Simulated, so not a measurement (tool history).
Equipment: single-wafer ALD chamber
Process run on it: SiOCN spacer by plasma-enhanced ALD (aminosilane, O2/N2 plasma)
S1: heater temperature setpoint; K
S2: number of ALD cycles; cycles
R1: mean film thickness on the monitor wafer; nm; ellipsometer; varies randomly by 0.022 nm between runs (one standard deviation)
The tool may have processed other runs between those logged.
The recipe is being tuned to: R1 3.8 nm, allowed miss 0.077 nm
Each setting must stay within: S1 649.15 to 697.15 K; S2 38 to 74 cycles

run 1 hour=0 | S1=673.15 S2=56 | R1=3.0704
run 2 hour=5.4 | S1=673.15 S2=57 | R1=3.1411
run 3 hour=14.3 | S1=673.15 S2=58 | R1=3.2271
run 4 hour=20.2 | S1=681.15 S2=58 | R1=3.1253
run 5 hour=27.1 | S1=681.15 S2=63 | R1=3.4027
run 6 hour=35.7 | S1=679.15 S2=63 | R1=3.3818
run 7 hour=39.3 | S1=678.15 S2=64 | R1=3.5129
run 8 hour=40.1 | S1=677.15 S2=64 | R1=3.4899
run 9 hour=46.3 | S1=676.15 S2=64 | R1=3.4639

Exercise: of the 5 proposed moves below, exactly one satisfies all targets within the stated allowed misses. Which move is it?
run A hour=52.5 | S1=675.15 S2=72 | R1=?
run B hour=52.5 | S1=675.15 S2=73 | R1=?
run C hour=52.5 | S1=672.15 S2=71 | R1=?
run D hour=52.5 | S1=681.15 S2=71 | R1=?
run E hour=52.5 | S1=671.15 S2=65 | R1=?

move=A R1=3.98
move=B R1=4.0353
move=C R1=3.9564
move=D R1=3.8613
move=E R1=3.6318
A: the result that was furthest off in the last run now lies on the other side of its target
B: the result that was furthest off in the last run now lies on the other side of its target
C: the result that was furthest off in the last run now lies on the other side of its target
D: all results in spec
E: nearer than the last run, and not there yet
D meets every target.
